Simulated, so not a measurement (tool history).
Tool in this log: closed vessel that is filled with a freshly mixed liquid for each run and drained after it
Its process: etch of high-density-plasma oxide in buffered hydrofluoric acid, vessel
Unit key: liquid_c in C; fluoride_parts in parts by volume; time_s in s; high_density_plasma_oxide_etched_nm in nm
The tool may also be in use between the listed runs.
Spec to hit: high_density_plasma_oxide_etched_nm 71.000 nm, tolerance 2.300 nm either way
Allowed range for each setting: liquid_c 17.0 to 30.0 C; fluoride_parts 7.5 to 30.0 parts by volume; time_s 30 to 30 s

| run | hour | liquid_c | fluoride_parts | time_s | high_density_plasma_oxide_etched_nm |
|---|---|---|---|---|---|
| 1 | 0.0 | 22.0 | 22.0 | 30 | 32.712 |
| 2 | 5.5 | 24.0 | 19.5 | 30 | 39.308 |
| 3 | 11.7 | 24.0 | 23.0 | 30 | 34.789 |
| 4 | 13.9 | 25.5 | 20.0 | 30 | 41.241 |
| 5 | 18.3 | 28.0 | 20.0 | 30 | 47.315 |
| 6 | 25.3 | 28.0 | 20.0 | 30 | 47.835 |
| 7 | 33.5 | 28.5 | 17.5 | 30 | 56.324 |
| 8 | 35.3 | 29.0 | 16.5 | 30 | 60.962 |
| 9 | 44.4 | 30.0 | 13.5 | 30 | 78.420 |
| 10 | 45.6 | 29.5 | 13.5 | 30 | 76.618 |
| 11 | 46.8 | 29.0 | 13.5 | 30 | 74.422 |

Below are 5 possible settings for the next run. Only one of them brings all results inside the allowed miss of their targets. Which is it?
| A | 48.0 | 28.5 | 15.0 | 30 | ? |
| B | 48.0 | 25.0 | 12.5 | 30 | ? |
| C | 48.0 | 27.5 | 13.0 | 30 | ? |
| D | 48.0 | 28.5 | 12.5 | 30 | ? |
| E | 48.0 | 27.5 | 11.0 | 30 | ? |

| move | high_density_plasma_oxide_etched_nm |
|---|---|
| A | 65.564 |
| B | 64.969 |
| C | 71.522 |
| D | 78.377 |
| E | 84.192 |
A: takes the biggest miss from the last run beyond its target
B: takes the biggest miss from the last run beyond its target
C: every result lands within tolerance
D: its largest miss is bigger than the last run's
E: its largest miss is bigger than the last run's
Answer: C

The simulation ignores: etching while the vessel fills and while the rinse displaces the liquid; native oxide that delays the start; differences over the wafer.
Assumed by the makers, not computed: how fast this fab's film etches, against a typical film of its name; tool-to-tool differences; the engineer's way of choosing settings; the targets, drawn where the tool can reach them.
